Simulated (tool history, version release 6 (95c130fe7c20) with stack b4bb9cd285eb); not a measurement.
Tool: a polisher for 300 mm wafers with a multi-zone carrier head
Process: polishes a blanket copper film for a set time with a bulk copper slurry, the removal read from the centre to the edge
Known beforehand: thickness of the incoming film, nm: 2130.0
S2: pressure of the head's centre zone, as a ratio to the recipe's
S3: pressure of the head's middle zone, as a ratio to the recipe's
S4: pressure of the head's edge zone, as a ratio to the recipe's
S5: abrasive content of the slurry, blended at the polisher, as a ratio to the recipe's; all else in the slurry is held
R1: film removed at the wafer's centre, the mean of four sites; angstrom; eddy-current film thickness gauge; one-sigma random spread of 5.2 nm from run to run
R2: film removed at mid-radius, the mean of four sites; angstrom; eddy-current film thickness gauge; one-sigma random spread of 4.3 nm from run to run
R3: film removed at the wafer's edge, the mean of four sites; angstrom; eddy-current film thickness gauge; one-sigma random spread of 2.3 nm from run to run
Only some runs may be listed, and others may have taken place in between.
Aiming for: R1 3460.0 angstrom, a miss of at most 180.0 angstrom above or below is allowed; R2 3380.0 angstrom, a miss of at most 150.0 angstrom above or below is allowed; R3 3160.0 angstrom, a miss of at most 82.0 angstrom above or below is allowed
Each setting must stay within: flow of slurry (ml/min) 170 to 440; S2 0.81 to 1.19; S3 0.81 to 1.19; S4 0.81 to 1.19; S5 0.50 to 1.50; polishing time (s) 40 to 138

run 1 hour=0.0 | flow_of_slurry_(ml/min)=280 S2=1.00 S3=1.00 S4=1.00 S5=1.00 polishing_time_(s)=88 | R1=5102.2 R2=5214.6 R3=5331.1
run 2 hour=9.0 | flow_of_slurry_(ml/min)=280 S2=1.00 S3=1.00 S4=0.93 S5=1.00 polishing_time_(s)=88 | R1=5081.3 R2=5109.9 R3=5236.8
run 3 hour=14.8 | flow_of_slurry_(ml/min)=280 S2=1.00 S3=1.00 S4=0.93 S5=1.00 polishing_time_(s)=78 | R1=4444.0 R2=4531.0 R3=4639.5
run 4 hour=17.6 | flow_of_slurry_(ml/min)=280 S2=1.00 S3=1.00 S4=0.93 S5=1.00 polishing_time_(s)=61 | R1=3557.6 R2=3562.3 R3=3632.1
run 5 hour=22.4 | flow_of_slurry_(ml/min)=280 S2=1.00 S3=1.00 S4=0.90 S5=1.00 polishing_time_(s)=61 | R1=3535.5 R2=3590.9 R3=3590.7
run 6 hour=25.4 | flow_of_slurry_(ml/min)=280 S2=1.02 S3=1.01 S4=0.88 S5=0.95 polishing_time_(s)=60 | R1=3519.1 R2=3403.5 R3=3449.4
run 7 hour=29.1 | flow_of_slurry_(ml/min)=280 S2=1.03 S3=1.03 S4=0.86 S5=0.95 polishing_time_(s)=60 | R1=3554.9 R2=3541.6 R3=3470.9
run 8 hour=33.3 | flow_of_slurry_(ml/min)=275 S2=1.09 S3=1.05 S4=0.81 S5=0.70 polishing_time_(s)=57 | R1=3278.3 R2=3100.4 R3=2938.0
run 9 hour=40.5 | flow_of_slurry_(ml/min)=285 S2=1.09 S3=1.06 S4=0.83 S5=0.70 polishing_time_(s)=57 | R1=3310.1 R2=3089.3 R3=2959.3

5 next moves are on the table. One of them brings every result within its allowed miss. Which?
run A hour=47.7 | flow_of_slurry_(ml/min)=275 S2=0.90 S3=1.18 S4=0.85 S5=0.90 polishing_time_(s)=59 | R1=? R2=? R3=?
run B hour=47.7 | flow_of_slurry_(ml/min)=335 S2=1.10 S3=0.88 S4=0.92 S5=0.75 polishing_time_(s)=56 | R1=? R2=? R3=?
run C hour=47.7 | flow_of_slurry_(ml/min)=250 S2=1.08 S3=1.07 S4=0.81 S5=1.05 polishing_time_(s)=55 | R1=? R2=? R3=?
run D hour=47.7 | flow_of_slurry_(ml/min)=210 S2=0.88 S3=1.19 S4=0.81 S5=0.70 polishing_time_(s)=67 | R1=? R2=? R3=?
run E hour=47.7 | flow_of_slurry_(ml/min)=285 S2=1.11 S3=1.13 S4=0.81 S5=0.75 polishing_time_(s)=57 | R1=? R2=? R3=?

move=A R1=2995.9 R2=3710.5 R3=3317.0
move=B R1=3373.9 R2=2791.8 R3=3107.4
move=C R1=3455.5 R2=3328.7 R3=3165.3
move=D R1=2967.0 R2=3798.3 R3=3365.6
move=E R1=3407.6 R2=3309.3 R3=3016.5
A: pushes the last run's worst result past its target
B: the worst result of the last run now meets its target, but another is out of spec
C: every result lands within tolerance
D: pushes the last run's worst result past its target
E: closer than the last run, but not yet in spec
So the answer is move C, the one that meets all the targets.
